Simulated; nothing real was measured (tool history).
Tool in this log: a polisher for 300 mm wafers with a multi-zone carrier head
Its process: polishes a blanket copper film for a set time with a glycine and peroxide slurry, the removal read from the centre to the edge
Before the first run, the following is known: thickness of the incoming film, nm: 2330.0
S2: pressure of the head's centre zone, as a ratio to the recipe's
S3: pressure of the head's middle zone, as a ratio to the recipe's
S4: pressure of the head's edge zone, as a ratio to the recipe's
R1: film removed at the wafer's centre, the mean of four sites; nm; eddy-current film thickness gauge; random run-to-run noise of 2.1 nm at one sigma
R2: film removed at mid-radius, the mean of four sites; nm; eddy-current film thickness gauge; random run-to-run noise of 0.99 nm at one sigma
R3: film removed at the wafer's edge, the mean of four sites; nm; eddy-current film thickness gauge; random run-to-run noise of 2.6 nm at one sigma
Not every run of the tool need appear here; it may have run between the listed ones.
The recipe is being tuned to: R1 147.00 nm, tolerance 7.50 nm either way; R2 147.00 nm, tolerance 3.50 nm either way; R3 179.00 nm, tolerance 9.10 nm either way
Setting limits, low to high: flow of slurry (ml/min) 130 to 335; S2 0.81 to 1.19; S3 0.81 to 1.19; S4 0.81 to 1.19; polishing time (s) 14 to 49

Run 1, hour 0.0: flow of slurry (ml/min) 215, S2 1.00, S3 1.00, S4 1.00, polishing time (s) 31. Result: R1 135.28 nm, R2 137.07 nm, R3 135.30 nm.
Run 2, hour 6.7: flow of slurry (ml/min) 215, S2 1.06, S3 1.00, S4 1.00, polishing time (s) 31. Result: R1 141.26 nm, R2 139.83 nm, R3 135.42 nm.
Run 3, hour 10.2: flow of slurry (ml/min) 215, S2 1.06, S3 1.06, S4 1.00, polishing time (s) 31. Result: R1 140.36 nm, R2 144.71 nm, R3 134.29 nm.
Run 4, hour 16.5: flow of slurry (ml/min) 215, S2 1.09, S3 1.06, S4 1.00, polishing time (s) 31. Result: R1 147.57 nm, R2 145.74 nm, R3 131.05 nm.
Run 5, hour 24.6: flow of slurry (ml/min) 220, S2 1.06, S3 1.03, S4 1.03, polishing time (s) 32. Result: R1 145.97 nm, R2 145.72 nm, R3 141.04 nm.
Run 6, hour 25.2: flow of slurry (ml/min) 225, S2 1.04, S3 1.01, S4 1.06, polishing time (s) 33. Result: R1 150.10 nm, R2 150.69 nm, R3 149.59 nm.
Run 7, hour 30.7: flow of slurry (ml/min) 220, S2 1.02, S3 0.98, S4 1.08, polishing time (s) 33. Result: R1 149.34 nm, R2 146.65 nm, R3 149.68 nm.
Run 8, hour 39.3: flow of slurry (ml/min) 225, S2 0.99, S3 0.96, S4 1.10, polishing time (s) 34. Result: R1 147.62 nm, R2 146.32 nm, R3 155.27 nm.
Run 9, hour 42.0: flow of slurry (ml/min) 225, S2 0.97, S3 0.94, S4 1.12, polishing time (s) 35. Result: R1 149.97 nm, R2 148.39 nm, R3 161.86 nm.
Run 10, hour 46.7: flow of slurry (ml/min) 225, S2 0.95, S3 0.93, S4 1.13, polishing time (s) 35. Result: R1 141.61 nm, R2 147.28 nm, R3 160.64 nm.
Run 11, hour 49.5: flow of slurry (ml/min) 225, S2 0.94, S3 0.91, S4 1.14, polishing time (s) 36. Result: R1 153.96 nm, R2 150.13 nm, R3 173.49 nm.
Run 12, hour 54.1: flow of slurry (ml/min) 220, S2 0.93, S3 0.90, S4 1.14, polishing time (s) 36. Result: R1 147.36 nm, R2 146.38 nm, R3 169.78 nm.

Next run, 4 choices. One meets every target within its allowed miss, the rest don't. Which?
Run A, hour 58.7: flow of slurry (ml/min) 285, S2 0.95, S3 0.90, S4 1.01, polishing time (s) 36. Result: R1 ?, R2 ?, R3 ?.
Run B, hour 58.7: flow of slurry (ml/min) 225, S2 0.95, S3 0.97, S4 1.14, polishing time (s) 34. Result: R1 ?, R2 ?, R3 ?.
Run C, hour 58.7: flow of slurry (ml/min) 235, S2 0.91, S3 0.86, S4 1.19, polishing time (s) 37. Result: R1 ?, R2 ?, R3 ?.
Run D, hour 58.7: flow of slurry (ml/min) 220, S2 0.95, S3 0.91, S4 1.11, polishing time (s) 35. Result: R1 ?, R2 ?, R3 ?.

move      R1      R2      R3
   A  157.65  150.96  161.36
   B  145.25  148.32  158.96
   C  151.98  146.70  177.72
   D  149.07  144.41  161.27
A: lands further from the targets than the last run did
B: lands further from the targets than the last run did
C: hits every target within its allowed miss
D: lands further from the targets than the last run did
Answer: C
